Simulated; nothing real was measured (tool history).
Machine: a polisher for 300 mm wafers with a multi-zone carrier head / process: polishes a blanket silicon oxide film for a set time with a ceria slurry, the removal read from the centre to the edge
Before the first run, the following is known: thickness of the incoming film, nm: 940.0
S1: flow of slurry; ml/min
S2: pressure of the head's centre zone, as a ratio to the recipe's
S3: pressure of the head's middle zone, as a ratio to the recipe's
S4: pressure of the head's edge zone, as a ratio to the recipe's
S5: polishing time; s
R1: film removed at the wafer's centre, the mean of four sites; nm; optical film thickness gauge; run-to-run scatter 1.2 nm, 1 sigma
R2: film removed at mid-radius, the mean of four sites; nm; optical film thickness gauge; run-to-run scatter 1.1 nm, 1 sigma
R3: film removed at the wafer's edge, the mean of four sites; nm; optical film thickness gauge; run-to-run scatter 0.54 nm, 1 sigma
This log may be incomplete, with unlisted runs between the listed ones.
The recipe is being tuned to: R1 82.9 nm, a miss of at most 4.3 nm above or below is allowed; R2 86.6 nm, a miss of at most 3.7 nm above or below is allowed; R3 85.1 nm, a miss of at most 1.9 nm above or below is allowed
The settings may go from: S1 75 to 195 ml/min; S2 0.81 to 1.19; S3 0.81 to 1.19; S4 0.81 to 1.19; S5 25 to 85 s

| run | hour | S1 | S2 | S3 | S4 | S5 | R1 | R2 | R3 |
|---|---|---|---|---|---|---|---|---|---|
| 1 | 0 | 125 | 1 | 1 | 1 | 55 | 132.04 | 132.75 | 134.87 |
| 2 | 8.5 | 120 | 0.99 | 1 | 0.98 | 52 | 121.59 | 124.48 | 125.07 |
| 3 | 16.1 | 120 | 0.93 | 1 | 0.98 | 52 | 116.33 | 126.78 | 126.34 |
| 4 | 17.7 | 115 | 0.93 | 0.99 | 0.96 | 50 | 110.82 | 118.34 | 117.91 |
| 5 | 25.7 | 115 | 0.93 | 0.99 | 1.01 | 50 | 111.5 | 121.11 | 121.96 |
| 6 | 34.6 | 110 | 0.93 | 0.99 | 0.99 | 48 | 108.42 | 113.18 | 115.12 |
| 7 | 43.5 | 105 | 0.92 | 0.99 | 0.97 | 47 | 100.22 | 110.78 | 110.67 |
| 8 | 46.8 | 105 | 0.92 | 0.99 | 0.97 | 47 | 102.51 | 110.28 | 109.22 |
| 9 | 47.4 | 100 | 0.91 | 0.98 | 0.95 | 46 | 96.925 | 107.6 | 106.1 |
| 10 | 51.9 | 95 | 0.92 | 0.97 | 0.93 | 45 | 95.998 | 104.15 | 103.62 |

Which of these 4 next moves meets every target?
| A | 56.4 | 95 | 1.19 | 0.83 | 1 | 36 | ? | ? | ? |
| B | 56.4 | 75 | 0.86 | 0.88 | 0.99 | 37 | ? | ? | ? |
| C | 56.4 | 175 | 0.9 | 0.9 | 0.9 | 35 | ? | ? | ? |
| D | 56.4 | 105 | 1.16 | 1.04 | 0.98 | 36 | ? | ? | ? |

| move | R1 | R2 | R3 |
|---|---|---|---|
| A | 99.987 | 76.705 | 85.744 |
| B | 72.844 | 77.473 | 85.134 |
| C | 84.448 | 85.282 | 84.937 |
| D | 99.77 | 86.328 | 85.817 |
A: meets the target for the result that was furthest off, but another lies outside its allowed miss
B: meets the target for the result that was furthest off, but another lies outside its allowed miss
C: each result inside its tolerance
D: meets the target for the result that was furthest off, but another lies outside its allowed miss
The right move is C.

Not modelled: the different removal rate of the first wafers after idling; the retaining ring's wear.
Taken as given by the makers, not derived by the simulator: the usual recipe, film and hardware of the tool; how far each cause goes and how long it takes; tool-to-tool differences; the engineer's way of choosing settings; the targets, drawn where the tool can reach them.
